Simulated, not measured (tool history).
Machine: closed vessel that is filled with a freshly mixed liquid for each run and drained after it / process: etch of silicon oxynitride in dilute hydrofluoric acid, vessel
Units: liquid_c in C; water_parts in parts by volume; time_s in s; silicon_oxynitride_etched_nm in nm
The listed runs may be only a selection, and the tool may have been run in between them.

run	day	liquid_c	water_parts	time_s	silicon_oxynitride_etched_nm
1	0.000	22.0	160	2625	30.230
2	0.258	22.5	160	2625	31.144
3	0.329	23.0	160	2625	32.072
4	0.529	23.5	160	2625	33.007
5	0.804	23.5	120	2625	45.611
# day 0.838: thermometer replaced
6	0.838	23.5	165	2625	33.895
7	1.167	24.0	165	2625	34.379

What will run 8 give?
8	1.250	24.5	165	2625	?

Run 8 yielded silicon_oxynitride_etched_nm 34.818 nm.
